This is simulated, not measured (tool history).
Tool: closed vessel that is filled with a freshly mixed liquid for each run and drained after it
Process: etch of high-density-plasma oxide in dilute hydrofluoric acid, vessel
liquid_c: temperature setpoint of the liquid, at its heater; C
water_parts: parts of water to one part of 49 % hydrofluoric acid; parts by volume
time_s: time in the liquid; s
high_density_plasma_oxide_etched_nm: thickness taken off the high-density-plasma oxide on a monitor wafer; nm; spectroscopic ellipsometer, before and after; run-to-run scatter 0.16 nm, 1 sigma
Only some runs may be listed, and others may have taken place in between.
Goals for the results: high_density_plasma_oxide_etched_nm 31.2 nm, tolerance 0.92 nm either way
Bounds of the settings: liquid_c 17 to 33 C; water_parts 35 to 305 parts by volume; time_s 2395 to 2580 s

run	hour	liquid_c	water_parts	time_s	high_density_plasma_oxide_etched_nm
1	0	25	170	2395	62.571
2	3.2	24	180	2395	56.711
3	7.9	24	180	2580	61.131
4	10	24	225	2580	46.475
5	18	23	230	2580	43.7
6	21	25.5	230	2580	47.99
7	24.8	24.5	235	2580	44.503
8	31.5	23.5	235	2580	43.133
9	37.4	22.5	240	2580	40.73
10	40.3	22.5	240	2580	40.761
11	42.5	22	245	2580	38.914
12	44.2	21.5	245	2580	38.281
13	48.3	21.5	245	2580	38.114

Which one of the following 5 next-run settings gets every result inside its allowed miss? There is exactly one.
A	52.4	21.5	190	2580	?
B	52.4	23	215	2415	?
C	52.4	22	220	2580	?
D	52.4	21	190	2580	?
E	52.4	24.5	305	2530	?

move	high_density_plasma_oxide_etched_nm
A	51.909
B	44.276
C	44.313
D	50.924
E	31.512
A: misses by more than the last run did
B: misses by more than the last run did
C: misses by more than the last run did
D: misses by more than the last run did
E: every result within its allowed miss
Go with E: it meets all targets.
